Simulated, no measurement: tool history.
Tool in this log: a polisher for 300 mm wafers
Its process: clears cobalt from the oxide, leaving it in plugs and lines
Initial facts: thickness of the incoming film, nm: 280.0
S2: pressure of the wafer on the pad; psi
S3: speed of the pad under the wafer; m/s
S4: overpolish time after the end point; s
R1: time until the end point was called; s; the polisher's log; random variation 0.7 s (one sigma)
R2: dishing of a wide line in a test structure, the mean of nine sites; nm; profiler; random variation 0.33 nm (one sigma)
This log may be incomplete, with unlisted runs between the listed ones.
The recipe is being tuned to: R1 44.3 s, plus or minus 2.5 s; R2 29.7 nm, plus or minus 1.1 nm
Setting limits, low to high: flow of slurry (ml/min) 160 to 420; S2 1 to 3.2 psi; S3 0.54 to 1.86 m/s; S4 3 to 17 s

{"run": 1, "hour": 0.0, "flow of slurry (ml/min)": 270, "S2": 2.1, "S3": 1.18, "S4": 9, "R1": 42.113, "R2": 42.249}
{"run": 2, "hour": 3.4, "flow of slurry (ml/min)": 270, "S2": 2.1, "S3": 1.18, "S4": 8, "R1": 42.455, "R2": 38.884}
{"run": 3, "hour": 4.7, "flow of slurry (ml/min)": 270, "S2": 2.1, "S3": 1.4, "S4": 8, "R1": 36.019, "R2": 43.64}
{"run": 4, "hour": 12.4, "flow of slurry (ml/min)": 270, "S2": 2.4, "S3": 1.4, "S4": 8, "R1": 32.707, "R2": 47.784}
{"hour": 15.9, "done": "head pressure recalibrated"}
{"run": 5, "hour": 15.9, "flow of slurry (ml/min)": 270, "S2": 2.2, "S3": 1.4, "S4": 7, "R1": 32.533, "R2": 43.489}
{"run": 6, "hour": 18.7, "flow of slurry (ml/min)": 270, "S2": 2.2, "S3": 1.26, "S4": 7, "R1": 35.16, "R2": 39.61}
{"run": 7, "hour": 23.6, "flow of slurry (ml/min)": 270, "S2": 2, "S3": 1.24, "S4": 7, "R1": 38.869, "R2": 37.704}
{"run": 8, "hour": 31.6, "flow of slurry (ml/min)": 270, "S2": 1.9, "S3": 1.24, "S4": 7, "R1": 41.481, "R2": 35.839}
{"run": 9, "hour": 40.0, "flow of slurry (ml/min)": 270, "S2": 1.8, "S3": 1.24, "S4": 7, "R1": 42.891, "R2": 34.704}

Pick the move, out of 5, that brings all results within their allowed miss; only one does.
{"run": "A", "hour": 48.4, "flow of slurry (ml/min)": 300, "S2": 1.7, "S3": 1.24, "S4": 9, "R1": "?", "R2": "?"}
{"run": "B", "hour": 48.4, "flow of slurry (ml/min)": 290, "S2": 1.9, "S3": 1.18, "S4": 10, "R1": "?", "R2": "?"}
{"run": "C", "hour": 48.4, "flow of slurry (ml/min)": 205, "S2": 2, "S3": 1.14, "S4": 6, "R1": "?", "R2": "?"}
{"run": "D", "hour": 48.4, "flow of slurry (ml/min)": 310, "S2": 1.5, "S3": 1.56, "S4": 10, "R1": "?", "R2": "?"}
{"run": "E", "hour": 48.4, "flow of slurry (ml/min)": 320, "S2": 1.7, "S3": 1.14, "S4": 10, "R1": "?", "R2": "?"}

move=A R1=45.998 R2=40.029
move=B R1=43.495 R2=44.996
move=C R1=44.613 R2=29.822
move=D R1=41.352 R2=46.606
move=E R1=49.614 R2=40.934
A: misses by more than the last run did
B: misses by more than the last run did
C: in spec on every target
D: misses by more than the last run did
E: misses by more than the last run did
Go with C: it meets all targets.
